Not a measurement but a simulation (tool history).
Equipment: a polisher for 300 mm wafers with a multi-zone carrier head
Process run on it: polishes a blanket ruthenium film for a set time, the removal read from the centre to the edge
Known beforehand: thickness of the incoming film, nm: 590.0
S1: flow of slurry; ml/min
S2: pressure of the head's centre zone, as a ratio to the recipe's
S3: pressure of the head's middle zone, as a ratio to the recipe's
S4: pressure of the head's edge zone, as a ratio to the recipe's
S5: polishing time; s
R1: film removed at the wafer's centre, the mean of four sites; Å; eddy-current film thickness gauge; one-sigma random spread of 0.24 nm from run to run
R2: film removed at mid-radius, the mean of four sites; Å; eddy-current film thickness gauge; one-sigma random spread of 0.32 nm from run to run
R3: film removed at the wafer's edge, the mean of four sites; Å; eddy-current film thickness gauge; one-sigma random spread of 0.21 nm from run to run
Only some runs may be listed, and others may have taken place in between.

run  hour   S1    S2    S3    S4  S5      R1      R2      R3
  1   0.0  130  1.00  1.00  1.00  43  336.58  338.35  339.06
  2   2.7  125  1.00  1.00  0.97  41  313.73  328.19  316.51
  3   8.8  125  1.07  1.00  0.97  41  335.55  324.73  317.37
  4  14.1  125  1.07  1.00  1.00  41  340.81  320.38  325.34
  5  17.7  150  1.07  1.00  1.00  41  354.79  334.14  329.99
  6  22.1  145  1.06  0.99  0.97  40  338.65  321.40  315.21
  7  28.0  140  1.05  0.98  0.94  39  326.62  312.82  303.18
  8  29.7  105  0.98  0.99  0.84  35  249.45  263.91  242.32

Run 9 has not been measured yet. What should we expect?
  9  32.8  110  0.98  0.99  0.84  35   ?   ?   ?

{"run 9": {"R1": 255.19, "R2": 264.06, "R3": 249.06}}

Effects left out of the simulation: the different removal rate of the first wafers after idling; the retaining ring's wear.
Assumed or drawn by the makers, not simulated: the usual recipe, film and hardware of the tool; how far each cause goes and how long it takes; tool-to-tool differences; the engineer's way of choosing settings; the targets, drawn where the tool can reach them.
